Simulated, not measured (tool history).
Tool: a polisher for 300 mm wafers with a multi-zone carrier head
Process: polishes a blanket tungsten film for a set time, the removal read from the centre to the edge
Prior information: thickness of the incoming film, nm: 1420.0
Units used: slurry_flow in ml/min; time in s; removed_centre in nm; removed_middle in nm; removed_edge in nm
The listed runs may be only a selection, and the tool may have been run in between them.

run 1 hour=0 | slurry_flow=295 centre_zone=1 middle_zone=1 edge_zone=1 slurry_solids=1 time=73 | removed_centre=251.26 removed_middle=251.9 removed_edge=264.2
run 2 hour=4.9 | slurry_flow=295 centre_zone=1 middle_zone=1 edge_zone=1 slurry_solids=0.85 time=73 | removed_centre=237.37 removed_middle=241.42 removed_edge=252.58
run 3 hour=10.2 | slurry_flow=295 centre_zone=1 middle_zone=1 edge_zone=1 slurry_solids=0.95 time=73 | removed_centre=245.7 removed_middle=250.52 removed_edge=261.36
run 4 hour=16.1 | slurry_flow=295 centre_zone=0.92 middle_zone=1 edge_zone=1 slurry_solids=0.95 time=73 | removed_centre=225.53 removed_middle=246.96 removed_edge=260.33
run 5 hour=23.1 | slurry_flow=290 centre_zone=0.92 middle_zone=0.98 edge_zone=0.99 slurry_solids=0.9 time=70 | removed_centre=214.15 removed_middle=227.44 removed_edge=245.77
run 6 hour=27 | slurry_flow=290 centre_zone=0.92 middle_zone=0.98 edge_zone=0.99 slurry_solids=0.9 time=82 | removed_centre=248.62 removed_middle=270.5 removed_edge=284.42
run 7 hour=27.9 | slurry_flow=285 centre_zone=0.92 middle_zone=0.96 edge_zone=0.97 slurry_solids=0.85 time=78 | removed_centre=234.99 removed_middle=247.42 removed_edge=269.96
run 8 hour=35.3 | slurry_flow=290 centre_zone=0.95 middle_zone=0.91 edge_zone=0.88 slurry_solids=0.6 time=57 | removed_centre=162.16 removed_middle=158.42 removed_edge=171.49
run 9 hour=38 | slurry_flow=285 centre_zone=0.94 middle_zone=0.9 edge_zone=0.88 slurry_solids=0.6 time=56 | removed_centre=158.17 removed_middle=154.78 removed_edge=164.17
-- hour=42.5 slurry nozzle cleaned
run 10 hour=42.5 | slurry_flow=285 centre_zone=0.94 middle_zone=0.89 edge_zone=0.9 slurry_solids=0.6 time=55 | removed_centre=161.4 removed_middle=154.73 removed_edge=171.07
run 11 hour=49.6 | slurry_flow=215 centre_zone=0.88 middle_zone=0.81 edge_zone=0.89 slurry_solids=0.5 time=45 | removed_centre=114.39 removed_middle=108.23 removed_edge=130.47
run 12 hour=53.8 | slurry_flow=300 centre_zone=0.91 middle_zone=0.83 edge_zone=0.98 slurry_solids=0.5 time=44 | removed_centre=120.42 removed_middle=112.83 removed_edge=135.99
run 13 hour=57.5 | slurry_flow=305 centre_zone=0.91 middle_zone=0.83 edge_zone=0.99 slurry_solids=0.5 time=44 | removed_centre=120.49 removed_middle=112.13 removed_edge=136.87
run 14 hour=64.5 | slurry_flow=310 centre_zone=0.91 middle_zone=0.84 edge_zone=1 slurry_solids=0.5 time=44 | removed_centre=119.83 removed_middle=113.07 removed_edge=137.27
run 15 hour=71.1 | slurry_flow=315 centre_zone=0.92 middle_zone=0.84 edge_zone=1.01 slurry_solids=0.5 time=44 | removed_centre=122.68 removed_middle=115.71 removed_edge=139.16

The next listed run, before its measurement:
run 16 hour=79.9 | slurry_flow=320 centre_zone=0.92 middle_zone=0.84 edge_zone=1.02 slurry_solids=0.5 time=44 | removed_centre=? removed_middle=? removed_edge=?

{"run 16": {"removed_centre": 122.15, "removed_middle": 113.81, "removed_edge": 141.29}}
